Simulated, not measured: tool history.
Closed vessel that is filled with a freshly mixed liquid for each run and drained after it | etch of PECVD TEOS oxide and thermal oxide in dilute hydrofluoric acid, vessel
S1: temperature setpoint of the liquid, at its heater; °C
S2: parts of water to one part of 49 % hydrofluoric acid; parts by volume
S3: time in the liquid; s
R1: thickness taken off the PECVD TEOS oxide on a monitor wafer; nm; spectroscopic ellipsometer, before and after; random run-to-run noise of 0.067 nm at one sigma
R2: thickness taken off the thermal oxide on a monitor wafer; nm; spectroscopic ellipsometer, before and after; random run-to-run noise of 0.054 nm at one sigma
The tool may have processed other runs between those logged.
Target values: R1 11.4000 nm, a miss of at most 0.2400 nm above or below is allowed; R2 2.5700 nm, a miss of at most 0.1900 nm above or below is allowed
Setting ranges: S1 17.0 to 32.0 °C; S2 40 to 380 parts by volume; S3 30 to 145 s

| run | hour | S1 | S2 | S3 | R1 | R2 |
|---|---|---|---|---|---|---|
| 1 | 0.0 | 24.0 | 210 | 75 | 5.1610 | 1.1552 |
| 2 | 7.1 | 24.0 | 210 | 105 | 7.2680 | 1.6592 |
| 3 | 14.7 | 26.0 | 200 | 105 | 8.3608 | 1.8873 |
| 4 | 18.7 | 26.0 | 200 | 80 | 6.2998 | 1.3646 |
| 5 | 22.8 | 23.0 | 200 | 80 | 5.6745 | 1.2553 |
| 6 | 24.8 | 25.0 | 180 | 80 | 6.8881 | 1.5526 |
| 7 | 29.1 | 27.0 | 170 | 80 | 7.9576 | 1.8314 |
| 8 | 36.1 | 28.5 | 165 | 80 | 8.8051 | 1.9258 |
| 9 | 37.9 | 29.5 | 120 | 80 | 13.1800 | 2.9024 |
| 10 | 46.2 | 28.5 | 120 | 80 | 12.7250 | 2.8643 |
| 11 | 50.8 | 25.5 | 125 | 80 | 10.7110 | 2.4596 |

Pick the move, out of 4, that brings all results within their allowed miss; only one does.
| A | 55.4 | 26.5 | 95 | 60 | ? | ? |
| B | 55.4 | 26.5 | 115 | 65 | ? | ? |
| C | 55.4 | 30.0 | 190 | 105 | ? | ? |
| D | 55.4 | 23.5 | 115 | 75 | ? | ? |

| move | R1 | R2 |
|---|---|---|
| A | 11.4590 | 2.6467 |
| B | 10.0050 | 2.3109 |
| C | 10.1850 | 2.3524 |
| D | 10.2530 | 2.3682 |
A: each result inside its tolerance
B: lands further from the targets than the last run did
C: lands further from the targets than the last run did
D: lands further from the targets than the last run did
Answer: A

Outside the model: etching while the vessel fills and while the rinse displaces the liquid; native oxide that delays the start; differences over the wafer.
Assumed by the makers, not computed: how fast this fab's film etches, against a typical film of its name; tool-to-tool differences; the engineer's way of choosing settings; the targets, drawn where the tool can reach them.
